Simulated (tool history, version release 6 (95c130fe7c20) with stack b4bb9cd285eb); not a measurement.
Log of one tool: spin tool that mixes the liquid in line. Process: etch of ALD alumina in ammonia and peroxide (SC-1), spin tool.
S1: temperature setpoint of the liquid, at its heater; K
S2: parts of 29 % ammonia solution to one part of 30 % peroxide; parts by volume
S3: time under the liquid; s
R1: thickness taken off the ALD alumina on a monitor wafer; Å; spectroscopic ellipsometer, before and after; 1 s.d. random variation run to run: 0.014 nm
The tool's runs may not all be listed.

{"run": 1, "day": 0.0, "S1": 325.15, "S2": 0.9, "S3": 70, "R1": 39.647}
{"run": 2, "day": 0.104, "S1": 325.15, "S2": 0.6, "S3": 70, "R1": 38.414}
{"run": 3, "day": 0.3, "S1": 321.15, "S2": 0.6, "S3": 70, "R1": 31.006}
{"run": 4, "day": 0.675, "S1": 325.65, "S2": 0.6, "S3": 70, "R1": 39.766}
{"run": 5, "day": 0.825, "S1": 321.65, "S2": 0.6, "S3": 70, "R1": 32.086}
{"run": 6, "day": 0.871, "S1": 318.65, "S2": 0.6, "S3": 70, "R1": 26.869}

Expected results for the next run?
{"run": 7, "day": 1.192, "S1": 316.65, "S2": 0.6, "S3": 70, "R1": "?"}

Logged for run 7: R1 23.672 Å.

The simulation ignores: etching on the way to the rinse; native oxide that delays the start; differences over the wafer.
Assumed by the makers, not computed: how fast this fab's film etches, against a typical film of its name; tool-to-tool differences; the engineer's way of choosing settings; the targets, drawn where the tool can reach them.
